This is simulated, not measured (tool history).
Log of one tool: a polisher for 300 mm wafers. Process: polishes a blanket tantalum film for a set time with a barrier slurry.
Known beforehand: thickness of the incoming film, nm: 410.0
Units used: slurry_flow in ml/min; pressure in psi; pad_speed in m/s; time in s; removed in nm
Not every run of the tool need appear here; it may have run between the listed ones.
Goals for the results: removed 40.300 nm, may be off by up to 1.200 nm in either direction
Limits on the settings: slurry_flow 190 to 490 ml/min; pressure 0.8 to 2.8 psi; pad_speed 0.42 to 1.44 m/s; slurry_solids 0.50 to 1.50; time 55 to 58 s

run    day  slurry_flow  pressure  pad_speed  slurry_solids  time  removed
  1  0.000          315       1.8       0.92           1.00    55   77.659
  2  0.346          315       1.8       0.92           0.90    55   76.579
  3  0.375          315       1.8       0.92           0.70    55   72.350
  4  0.612          315       1.6       0.92           0.70    55   65.653
  5  0.833          315       1.4       0.90           0.70    55   55.904
  6  1.142          315       1.6       0.90           0.70    55   64.052
  7  1.492          315       1.4       0.90           0.70    55   56.650
  8  1.742          315       1.3       0.90           0.70    55   52.520
  9  1.925          315       1.2       0.90           0.70    55   48.574
 10  1.979          315       1.2       0.90           0.70    55   48.744
 11  2.275          315       1.1       0.90           0.70    55   45.169

Pick the move, out of 5, that brings all results within their allowed miss; only one does.
  A  2.571          275       1.1       0.84           0.95    55        ?
  B  2.571          445       1.1       0.72           0.60    55        ?
  C  2.571          280       1.3       0.62           0.85    55        ?
  D  2.571          290       1.0       0.94           0.75    55        ?
  E  2.571          295       1.0       0.98           0.65    56        ?

move  removed
   A   44.761
   B   37.784
   C   40.597
   D   43.101
   E   44.284
A: an improvement on the last run, though not all results are within tolerance
B: moves the result that the last run missed by most past its target, out the other side
C: every result within its allowed miss
D: an improvement on the last run, though not all results are within tolerance
E: an improvement on the last run, though not all results are within tolerance
So the answer is move C, the one that meets all the targets.

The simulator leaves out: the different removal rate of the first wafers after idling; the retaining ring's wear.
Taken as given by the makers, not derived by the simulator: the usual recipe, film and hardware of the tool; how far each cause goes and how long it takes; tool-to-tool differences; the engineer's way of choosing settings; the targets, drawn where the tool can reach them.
